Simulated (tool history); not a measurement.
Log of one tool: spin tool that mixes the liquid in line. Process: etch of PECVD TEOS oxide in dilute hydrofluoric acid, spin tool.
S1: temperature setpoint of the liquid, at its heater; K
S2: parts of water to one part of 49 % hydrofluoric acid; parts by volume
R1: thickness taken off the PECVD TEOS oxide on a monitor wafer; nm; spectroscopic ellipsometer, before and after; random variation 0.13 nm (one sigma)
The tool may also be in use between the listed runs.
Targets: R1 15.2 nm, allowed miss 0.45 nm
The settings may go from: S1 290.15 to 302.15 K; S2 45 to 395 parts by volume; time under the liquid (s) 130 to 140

run 1 hour=0 | S1=294.15 S2=220 time_under_the_liquid_(s)=130 | R1=9.4338
run 2 hour=3.9 | S1=294.15 S2=280 time_under_the_liquid_(s)=130 | R1=6.9923
run 3 hour=8.2 | S1=292.65 S2=280 time_under_the_liquid_(s)=130 | R1=6.6035
run 4 hour=16.1 | S1=292.65 S2=355 time_under_the_liquid_(s)=130 | R1=4.9214
run 5 hour=21.2 | S1=294.65 S2=315 time_under_the_liquid_(s)=130 | R1=6.1848
run 6 hour=24.6 | S1=296.15 S2=285 time_under_the_liquid_(s)=130 | R1=7.4547
run 7 hour=28.7 | S1=300.15 S2=195 time_under_the_liquid_(s)=130 | R1=13.795
run 8 hour=35.7 | S1=300.65 S2=195 time_under_the_liquid_(s)=130 | R1=13.87
run 9 hour=42.1 | S1=301.15 S2=195 time_under_the_liquid_(s)=130 | R1=14.195

Which of these 4 next moves meets every target?
run A hour=48.5 | S1=302.15 S2=200 time_under_the_liquid_(s)=130 | R1=?
run B hour=48.5 | S1=299.65 S2=190 time_under_the_liquid_(s)=135 | R1=?
run C hour=48.5 | S1=302.15 S2=190 time_under_the_liquid_(s)=140 | R1=?
run D hour=48.5 | S1=301.65 S2=185 time_under_the_liquid_(s)=130 | R1=?

move=A R1=14.216
move=B R1=14.361
move=C R1=16.299
move=D R1=15.356
A: as far off as the last run
B: nearer than the last run, and not there yet
C: takes the result that was furthest off past its target
D: meets every target
Move D is the one to make.

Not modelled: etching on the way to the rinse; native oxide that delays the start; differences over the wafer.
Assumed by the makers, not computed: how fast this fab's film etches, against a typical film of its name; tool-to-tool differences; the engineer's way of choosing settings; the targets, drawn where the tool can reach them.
